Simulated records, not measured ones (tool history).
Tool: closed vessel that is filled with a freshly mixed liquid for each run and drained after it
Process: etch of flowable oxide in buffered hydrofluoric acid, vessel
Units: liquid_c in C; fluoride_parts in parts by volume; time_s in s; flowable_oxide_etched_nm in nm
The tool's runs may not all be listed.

run 1 day=0.000 | liquid_c=23.0 fluoride_parts=12.0 time_s=100 | flowable_oxide_etched_nm=159.07
run 2 day=0.042 | liquid_c=24.5 fluoride_parts=11.0 time_s=100 | flowable_oxide_etched_nm=188.24
run 3 day=0.096 | liquid_c=25.5 fluoride_parts=10.5 time_s=100 | flowable_oxide_etched_nm=206.77
run 4 day=0.346 | liquid_c=26.5 fluoride_parts=10.0 time_s=100 | flowable_oxide_etched_nm=228.61
run 5 day=0.554 | liquid_c=27.5 fluoride_parts=9.5 time_s=100 | flowable_oxide_etched_nm=243.93
-- day=0.733 hydrofluoric acid flow meter replaced
run 6 day=0.733 | liquid_c=29.5 fluoride_parts=9.5 time_s=100 | flowable_oxide_etched_nm=265.61

Forecast run 7:
run 7 day=0.771 | liquid_c=30.0 fluoride_parts=9.0 time_s=100 | flowable_oxide_etched_nm=?

Run 7 yielded flowable_oxide_etched_nm 278.25 nm.
